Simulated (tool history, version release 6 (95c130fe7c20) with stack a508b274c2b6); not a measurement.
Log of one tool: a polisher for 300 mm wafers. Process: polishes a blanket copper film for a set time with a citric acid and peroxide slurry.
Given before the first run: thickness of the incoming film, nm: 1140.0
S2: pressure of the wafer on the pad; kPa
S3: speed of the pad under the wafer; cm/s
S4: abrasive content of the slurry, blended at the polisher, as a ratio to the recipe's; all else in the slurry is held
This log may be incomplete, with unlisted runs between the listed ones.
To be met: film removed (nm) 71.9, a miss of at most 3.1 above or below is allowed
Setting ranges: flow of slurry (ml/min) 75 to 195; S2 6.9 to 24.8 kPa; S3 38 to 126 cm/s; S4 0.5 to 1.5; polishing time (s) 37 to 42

Run 1, day 0: flow of slurry (ml/min) 125, S2 15.9 kPa, S3 82 cm/s, S4 1, polishing time (s) 42. Result: film removed (nm) 54.036.
Run 2, day 0.225: flow of slurry (ml/min) 130, S2 16.5 kPa, S3 82 cm/s, S4 1, polishing time (s) 42. Result: film removed (nm) 57.868.
Run 3, day 0.25: flow of slurry (ml/min) 130, S2 16.5 kPa, S3 82 cm/s, S4 0.9, polishing time (s) 42. Result: film removed (nm) 56.46.
Run 4, day 0.562: flow of slurry (ml/min) 130, S2 13.8 kPa, S3 82 cm/s, S4 0.9, polishing time (s) 42. Result: film removed (nm) 48.238.
Run 5, day 0.675: flow of slurry (ml/min) 135, S2 14.5 kPa, S3 82 cm/s, S4 0.9, polishing time (s) 42. Result: film removed (nm) 51.145.
Run 6, day 0.929: flow of slurry (ml/min) 140, S2 15.2 kPa, S3 82 cm/s, S4 0.9, polishing time (s) 42. Result: film removed (nm) 52.496.
At day 0.992: head pressure recalibrated.
Run 7, day 0.992: flow of slurry (ml/min) 140, S2 15.9 kPa, S3 82 cm/s, S4 0.9, polishing time (s) 42. Result: film removed (nm) 50.636.
Run 8, day 1.117: flow of slurry (ml/min) 130, S2 16.5 kPa, S3 82 cm/s, S4 0.9, polishing time (s) 42. Result: film removed (nm) 52.172.
Run 9, day 1.433: flow of slurry (ml/min) 135, S2 17.9 kPa, S3 82 cm/s, S4 0.9, polishing time (s) 42. Result: film removed (nm) 55.778.
Run 10, day 1.654: flow of slurry (ml/min) 135, S2 18.6 kPa, S3 84 cm/s, S4 0.9, polishing time (s) 42. Result: film removed (nm) 61.774.
Run 11, day 1.846: flow of slurry (ml/min) 135, S2 19.3 kPa, S3 84 cm/s, S4 0.9, polishing time (s) 42. Result: film removed (nm) 63.149.
Run 12, day 1.888: flow of slurry (ml/min) 135, S2 20 kPa, S3 84 cm/s, S4 0.9, polishing time (s) 42. Result: film removed (nm) 63.634.

Of the 5 settings listed for the next run, only one would bring every result within its allowed miss of target. Which one?
Run A, day 1.929: flow of slurry (ml/min) 130, S2 15.9 kPa, S3 92 cm/s, S4 0.75, polishing time (s) 42. Result: film removed (nm) ?.
Run B, day 1.929: flow of slurry (ml/min) 155, S2 19.3 kPa, S3 82 cm/s, S4 0.75, polishing time (s) 38. Result: film removed (nm) ?.
Run C, day 1.929: flow of slurry (ml/min) 130, S2 20 kPa, S3 84 cm/s, S4 0.85, polishing time (s) 39. Result: film removed (nm) ?.
Run D, day 1.929: flow of slurry (ml/min) 130, S2 20.7 kPa, S3 80 cm/s, S4 0.95, polishing time (s) 42. Result: film removed (nm) ?.
Run E, day 1.929: flow of slurry (ml/min) 155, S2 19.3 kPa, S3 100 cm/s, S4 0.65, polishing time (s) 42. Result: film removed (nm) ?.

move  film removed (nm)
   A             54.212
   B             54.738
   C             59.209
   D             64.325
   E             71.226
A: misses by more than the last run did
B: misses by more than the last run did
C: misses by more than the last run did
D: an improvement on the last run, though not all results are within tolerance
E: all results land within tolerance of their targets
Correct choice: E, which meets every target

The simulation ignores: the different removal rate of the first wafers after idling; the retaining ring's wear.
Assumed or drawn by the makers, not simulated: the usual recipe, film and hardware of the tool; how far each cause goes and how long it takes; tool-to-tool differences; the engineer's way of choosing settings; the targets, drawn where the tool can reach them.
